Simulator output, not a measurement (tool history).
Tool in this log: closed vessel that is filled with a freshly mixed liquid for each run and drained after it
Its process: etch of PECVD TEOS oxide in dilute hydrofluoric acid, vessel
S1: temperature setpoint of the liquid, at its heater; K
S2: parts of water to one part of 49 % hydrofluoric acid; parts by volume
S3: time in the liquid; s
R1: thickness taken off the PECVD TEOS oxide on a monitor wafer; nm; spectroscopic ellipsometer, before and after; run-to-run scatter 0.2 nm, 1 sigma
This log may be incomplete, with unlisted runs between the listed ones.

| run | hour | S1 | S2 | S3 | R1 |
|---|---|---|---|---|---|
| 1 | 0 | 296.15 | 145 | 175 | 9.973 |
| 2 | 6 | 298.65 | 110 | 175 | 15.2 |
| 3 | 9.2 | 296.65 | 110 | 175 | 14.007 |
| 4 | 14.7 | 293.65 | 110 | 175 | 12.376 |
| 5 | 20.1 | 296.65 | 90 | 175 | 17.565 |
| 6 | 27.4 | 299.15 | 90 | 175 | 19.222 |
| 7 | 31.6 | 300.65 | 75 | 175 | 24.912 |
| 8 | 38.4 | 300.65 | 75 | 175 | 25.057 |
| 9 | 44.1 | 301.65 | 70 | 175 | 28.474 |
| 10 | 52.2 | 302.15 | 65 | 175 | 31.241 |

The next listed run, before its measurement:
| 11 | 54.2 | 302.65 | 65 | 175 | ? |

Run 11 came out at R1 31.849 nm.
